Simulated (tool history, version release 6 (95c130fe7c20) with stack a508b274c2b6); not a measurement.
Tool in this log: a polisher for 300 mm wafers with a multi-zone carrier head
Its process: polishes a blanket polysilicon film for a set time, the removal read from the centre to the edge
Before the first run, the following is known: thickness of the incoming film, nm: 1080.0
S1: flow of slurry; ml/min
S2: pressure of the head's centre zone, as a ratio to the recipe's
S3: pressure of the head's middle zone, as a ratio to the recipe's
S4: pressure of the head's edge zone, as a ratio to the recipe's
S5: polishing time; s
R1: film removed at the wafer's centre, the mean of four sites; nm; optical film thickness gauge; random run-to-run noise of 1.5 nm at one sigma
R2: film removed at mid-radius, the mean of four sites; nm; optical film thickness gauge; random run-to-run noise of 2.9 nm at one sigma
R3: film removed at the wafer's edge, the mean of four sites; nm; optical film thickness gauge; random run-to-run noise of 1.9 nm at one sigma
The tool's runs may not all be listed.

run 1 hour=0 | S1=270 S2=1 S3=1 S4=1 S5=45 | R1=218.97 R2=198.94 R3=201.82
run 2 hour=6.1 | S1=270 S2=1.07 S3=1 S4=1 S5=45 | R1=236.92 R2=199.62 R3=201.01
run 3 hour=8.3 | S1=270 S2=1.07 S3=1.08 S4=1 S5=45 | R1=235.72 R2=212.14 R3=206.44
run 4 hour=12.8 | S1=260 S2=1.03 S3=1.1 S4=1.03 S5=45 | R1=225.91 R2=211.44 R3=205.25
-- hour=21 centre zone pressure recalibrated
run 5 hour=21 | S1=260 S2=0.98 S3=1.11 S4=1.07 S5=46 | R1=199.39 R2=220.09 R3=214.44
run 6 hour=27 | S1=260 S2=0.98 S3=1.11 S4=1.07 S5=36 | R1=155.14 R2=173.4 R3=166.32

Run 7 is up next; what results do you expect?
run 7 hour=33.4 | S1=270 S2=0.98 S3=1.11 S4=1.1 S5=38 | R1=? R2=? R3=?

R1: 164.7 nm
R2: 178.89 nm
R3: 178.41 nm

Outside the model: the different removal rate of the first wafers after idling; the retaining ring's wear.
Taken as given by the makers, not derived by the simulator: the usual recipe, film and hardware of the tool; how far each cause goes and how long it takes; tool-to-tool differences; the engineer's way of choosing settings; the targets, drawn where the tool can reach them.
